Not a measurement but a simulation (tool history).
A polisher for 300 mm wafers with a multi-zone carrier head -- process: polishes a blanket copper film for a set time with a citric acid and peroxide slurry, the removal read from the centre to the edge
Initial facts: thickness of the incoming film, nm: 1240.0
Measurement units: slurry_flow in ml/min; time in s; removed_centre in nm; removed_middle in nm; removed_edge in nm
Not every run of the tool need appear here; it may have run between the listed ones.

run 1 day=0.000 | slurry_flow=150 centre_zone=1.00 middle_zone=1.00 edge_zone=1.00 slurry_solids=1.00 time=34 | removed_centre=98.956 removed_middle=96.638 removed_edge=97.619
run 2 day=0.083 | slurry_flow=135 centre_zone=1.00 middle_zone=1.00 edge_zone=1.00 slurry_solids=1.00 time=34 | removed_centre=93.615 removed_middle=94.949 removed_edge=97.055
run 3 day=0.296 | slurry_flow=135 centre_zone=0.97 middle_zone=1.00 edge_zone=1.00 slurry_solids=1.00 time=34 | removed_centre=91.973 removed_middle=96.715 removed_edge=98.107
run 4 day=0.371 | slurry_flow=135 centre_zone=0.92 middle_zone=1.00 edge_zone=1.00 slurry_solids=1.00 time=34 | removed_centre=87.404 removed_middle=94.416 removed_edge=98.916
run 5 day=0.550 | slurry_flow=140 centre_zone=0.91 middle_zone=1.01 edge_zone=1.01 slurry_solids=1.00 time=34 | removed_centre=88.136 removed_middle=95.674 removed_edge=99.822
run 6 day=0.892 | slurry_flow=140 centre_zone=0.91 middle_zone=1.01 edge_zone=1.01 slurry_solids=1.00 time=31 | removed_centre=80.588 removed_middle=89.228 removed_edge=90.637
run 7 day=1.162 | slurry_flow=145 centre_zone=0.90 middle_zone=1.02 edge_zone=1.03 slurry_solids=1.05 time=31 | removed_centre=83.672 removed_middle=91.521 removed_edge=91.472

The next listed run, before its measurement:
run 8 day=1.275 | slurry_flow=140 centre_zone=0.89 middle_zone=1.02 edge_zone=1.03 slurry_solids=1.10 time=32 | removed_centre=? removed_middle=? removed_edge=?

{"run 8": {"removed_centre": 81.173, "removed_middle": 94.01, "removed_edge": 96.096}}
